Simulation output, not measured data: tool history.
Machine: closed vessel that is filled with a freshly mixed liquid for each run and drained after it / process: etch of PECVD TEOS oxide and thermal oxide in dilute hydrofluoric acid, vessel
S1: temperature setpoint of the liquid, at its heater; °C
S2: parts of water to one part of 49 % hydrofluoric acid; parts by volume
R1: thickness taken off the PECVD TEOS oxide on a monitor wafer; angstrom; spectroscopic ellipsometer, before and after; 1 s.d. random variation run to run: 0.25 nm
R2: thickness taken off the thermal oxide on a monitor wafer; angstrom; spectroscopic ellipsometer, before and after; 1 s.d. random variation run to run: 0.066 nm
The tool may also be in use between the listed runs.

run 1 day=0.000 | S1=21.0 S2=95 time_in_the_liquid_(s)=65 | R1=165.660 R2=28.351
run 2 day=0.138 | S1=21.0 S2=95 time_in_the_liquid_(s)=40 | R1=101.850 R2=17.407
run 3 day=0.450 | S1=21.0 S2=95 time_in_the_liquid_(s)=30 | R1=76.006 R2=13.105
run 4 day=0.688 | S1=23.5 S2=70 time_in_the_liquid_(s)=30 | R1=118.990 R2=20.503
run 5 day=0.875 | S1=25.0 S2=55 time_in_the_liquid_(s)=30 | R1=163.740 R2=28.011
run 6 day=1.112 | S1=22.0 S2=55 time_in_the_liquid_(s)=30 | R1=144.430 R2=25.012
run 7 day=1.358 | S1=24.0 S2=45 time_in_the_liquid_(s)=30 | R1=194.410 R2=32.773
run 8 day=1.396 | S1=25.5 S2=40 time_in_the_liquid_(s)=30 | R1=234.870 R2=40.665

For run 9, what comes out?
run 9 day=1.667 | S1=26.5 S2=40 time_in_the_liquid_(s)=30 | R1=? R2=?

R1: 241.650 angstrom
R2: 42.139 angstrom
